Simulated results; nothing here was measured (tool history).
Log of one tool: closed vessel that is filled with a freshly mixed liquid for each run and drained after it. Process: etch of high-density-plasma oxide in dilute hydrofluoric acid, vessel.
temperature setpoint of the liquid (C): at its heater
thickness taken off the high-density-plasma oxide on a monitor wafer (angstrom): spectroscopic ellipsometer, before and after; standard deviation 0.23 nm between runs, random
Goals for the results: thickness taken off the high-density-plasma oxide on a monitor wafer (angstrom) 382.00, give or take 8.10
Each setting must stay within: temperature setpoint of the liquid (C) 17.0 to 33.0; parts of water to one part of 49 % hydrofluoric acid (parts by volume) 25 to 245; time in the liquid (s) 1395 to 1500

run	hour	temperature setpoint of the liquid (C)	parts of water to one part of 49 % hydrofluoric acid (parts by volume)	time in the liquid (s)	thickness taken off the high-density-plasma oxide on a monitor wafer (angstrom)
1	0.0	25.0	135	1395	743.76
2	1.3	25.0	160	1395	612.92
3	3.4	25.0	160	1500	666.80
4	8.1	23.0	170	1500	570.92
5	16.7	21.5	175	1500	514.60
6	25.0	20.5	180	1500	478.01
7	33.1	19.5	185	1500	450.23
8	35.7	19.0	190	1500	432.65
9	40.7	17.0	200	1500	372.37

Consider the 5 candidate settings below. Which is the only one whose results all fall within their allowed miss of target?
A	45.7	19.5	220	1480	?
B	45.7	17.0	185	1415	?
C	45.7	17.0	200	1445	?
D	45.7	17.5	205	1440	?
E	45.7	17.0	200	1470	?

move	thickness taken off the high-density-plasma oxide on a monitor wafer (angstrom)
A	361.38
B	384.89
C	358.57
D	353.98
E	364.78
A: misses by more than the last run did
B: all results land within tolerance of their targets
C: misses by more than the last run did
D: misses by more than the last run did
E: misses by more than the last run did
The move that meets every target is B.
